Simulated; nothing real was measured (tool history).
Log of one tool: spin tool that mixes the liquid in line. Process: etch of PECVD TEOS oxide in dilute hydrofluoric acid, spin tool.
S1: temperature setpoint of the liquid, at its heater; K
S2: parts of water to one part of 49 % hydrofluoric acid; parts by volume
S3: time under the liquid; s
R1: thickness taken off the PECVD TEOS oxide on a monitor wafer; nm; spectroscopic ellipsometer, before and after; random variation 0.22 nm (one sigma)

| run | hour | S1 | S2 | S3 | R1 |
|---|---|---|---|---|---|
| 1 | 0.0 | 296.15 | 130 | 90 | 10.107 |
| 2 | 3.1 | 296.15 | 130 | 95 | 10.667 |
| 3 | 10.5 | 297.15 | 125 | 95 | 11.459 |
| 4 | 16.6 | 297.15 | 125 | 90 | 10.970 |
| 5 | 18.1 | 297.65 | 120 | 90 | 11.684 |
| 6 | 18.8 | 297.65 | 120 | 95 | 12.503 |
| 7 | 20.3 | 298.15 | 115 | 95 | 13.043 |
| 8 | 29.1 | 298.65 | 110 | 95 | 14.298 |
| 9 | 33.7 | 299.15 | 105 | 95 | 15.402 |
| 10 | 39.6 | 299.65 | 100 | 95 | 16.487 |

The next listed run, before its measurement:
| 11 | 43.2 | 303.65 | 70 | 95 | ? |

{"run 11": {"R1": 28.572}}

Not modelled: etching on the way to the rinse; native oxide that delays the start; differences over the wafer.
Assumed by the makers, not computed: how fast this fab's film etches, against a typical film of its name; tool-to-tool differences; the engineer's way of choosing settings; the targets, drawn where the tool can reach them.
